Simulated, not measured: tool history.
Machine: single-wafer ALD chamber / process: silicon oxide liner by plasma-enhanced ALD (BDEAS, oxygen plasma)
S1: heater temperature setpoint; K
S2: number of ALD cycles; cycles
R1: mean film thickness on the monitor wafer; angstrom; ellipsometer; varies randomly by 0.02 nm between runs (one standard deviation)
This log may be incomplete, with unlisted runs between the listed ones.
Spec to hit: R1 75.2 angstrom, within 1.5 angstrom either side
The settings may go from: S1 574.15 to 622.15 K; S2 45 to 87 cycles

run	hour	S1	S2	R1
1	0	598.15	66	67.492
2	1.3	609.15	66	66.444
3	7.2	609.15	68	68.295
4	16.1	609.15	69	69.277
5	17.1	602.15	69	70.239
6	21.1	602.15	65	66.07
7	23.6	602.15	67	68.205
8	32.1	601.15	68	68.843
9	33.5	601.15	69	70.16
10	35.6	601.15	70	71.145
11	43.1	601.15	71	72.437
12	49.3	601.15	72	73.418

Below are 5 possible settings for the next run. Only one of them brings all results inside the allowed miss of their targets. Which is it?
A	55.5	603.15	71	?
B	55.5	617.15	73	?
C	55.5	602.15	74	?
D	55.5	605.15	72	?
E	55.5	601.15	70	?

move	R1
A	72.097
B	72.39
C	75.269
D	72.868
E	71.32
A: lands further from the targets than the last run did
B: lands further from the targets than the last run did
C: in spec on every target
D: lands further from the targets than the last run did
E: lands further from the targets than the last run did
So the answer is move C, the one that meets all the targets.
